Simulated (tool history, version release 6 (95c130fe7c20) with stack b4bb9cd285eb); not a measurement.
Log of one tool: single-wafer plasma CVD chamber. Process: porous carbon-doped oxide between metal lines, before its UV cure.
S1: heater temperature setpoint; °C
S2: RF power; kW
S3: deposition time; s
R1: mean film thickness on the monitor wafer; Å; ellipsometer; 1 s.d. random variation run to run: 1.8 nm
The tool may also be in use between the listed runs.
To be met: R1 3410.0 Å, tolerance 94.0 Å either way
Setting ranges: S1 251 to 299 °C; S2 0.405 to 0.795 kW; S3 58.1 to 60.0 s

Run 1, hour 0.0: S1 275 °C, S2 0.600 kW, S3 58.1 s. Result: R1 4087.7 Å.
Run 2, hour 8.9: S1 268 °C, S2 0.600 kW, S3 58.1 s. Result: R1 4331.6 Å.
Run 3, hour 10.4: S1 268 °C, S2 0.530 kW, S3 58.1 s. Result: R1 4080.1 Å.
Run 4, hour 12.5: S1 268 °C, S2 0.480 kW, S3 58.1 s. Result: R1 3851.6 Å.
Run 5, hour 13.1: S1 268 °C, S2 0.480 kW, S3 58.1 s. Result: R1 3848.1 Å.
Run 6, hour 15.0: S1 269 °C, S2 0.480 kW, S3 58.1 s. Result: R1 3846.2 Å.
Run 7, hour 21.4: S1 270 °C, S2 0.475 kW, S3 58.1 s. Result: R1 3785.3 Å.
Run 8, hour 26.5: S1 271 °C, S2 0.475 kW, S3 58.1 s. Result: R1 3748.5 Å.
Run 9, hour 29.4: S1 272 °C, S2 0.475 kW, S3 58.1 s. Result: R1 3727.5 Å.
Run 10, hour 34.1: S1 273 °C, S2 0.475 kW, S3 58.1 s. Result: R1 3741.5 Å.
Run 11, hour 41.5: S1 285 °C, S2 0.440 kW, S3 58.1 s. Result: R1 3319.1 Å.

Which one of the following 4 next-run settings gets every result inside its allowed miss? There is exactly one.
Run A, hour 48.9: S1 288 °C, S2 0.430 kW, S3 58.1 s. Result: R1 ?.
Run B, hour 48.9: S1 285 °C, S2 0.415 kW, S3 58.1 s. Result: R1 ?.
Run C, hour 48.9: S1 290 °C, S2 0.410 kW, S3 58.9 s. Result: R1 ?.
Run D, hour 48.9: S1 280 °C, S2 0.445 kW, S3 58.1 s. Result: R1 ?.

move      R1
   A  3190.0
   B  3196.5
   C  3120.5
   D  3413.3
A: its largest miss is bigger than the last run's
B: its largest miss is bigger than the last run's
C: its largest miss is bigger than the last run's
D: all results in spec
D is the move that brings every result within its allowed miss.
